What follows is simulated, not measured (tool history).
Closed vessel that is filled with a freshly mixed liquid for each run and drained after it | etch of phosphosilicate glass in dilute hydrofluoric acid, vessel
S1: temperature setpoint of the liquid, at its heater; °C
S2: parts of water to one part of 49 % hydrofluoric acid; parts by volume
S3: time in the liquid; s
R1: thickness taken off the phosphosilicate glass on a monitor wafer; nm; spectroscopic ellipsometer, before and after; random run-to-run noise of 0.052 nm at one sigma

{"run": 1, "hour": 0.0, "S1": 26.0, "S2": 185, "S3": 30, "R1": 8.3665}
{"run": 2, "hour": 3.0, "S1": 26.0, "S2": 220, "S3": 30, "R1": 6.8167}
{"run": 3, "hour": 4.4, "S1": 26.0, "S2": 220, "S3": 30, "R1": 6.8553}
{"run": 4, "hour": 11.1, "S1": 27.0, "S2": 220, "S3": 30, "R1": 7.0509}
{"run": 5, "hour": 15.0, "S1": 27.5, "S2": 220, "S3": 30, "R1": 7.113}
{"run": 6, "hour": 23.2, "S1": 28.0, "S2": 220, "S3": 30, "R1": 7.3666}
{"run": 7, "hour": 29.7, "S1": 28.5, "S2": 220, "S3": 30, "R1": 7.4332}
{"run": 8, "hour": 35.0, "S1": 29.0, "S2": 220, "S3": 30, "R1": 7.5253}

Run 9 is up next; what results do you expect?
{"run": 9, "hour": 42.3, "S1": 29.5, "S2": 220, "S3": 30, "R1": "?"}

Run 9 came out at R1 7.6266 nm.

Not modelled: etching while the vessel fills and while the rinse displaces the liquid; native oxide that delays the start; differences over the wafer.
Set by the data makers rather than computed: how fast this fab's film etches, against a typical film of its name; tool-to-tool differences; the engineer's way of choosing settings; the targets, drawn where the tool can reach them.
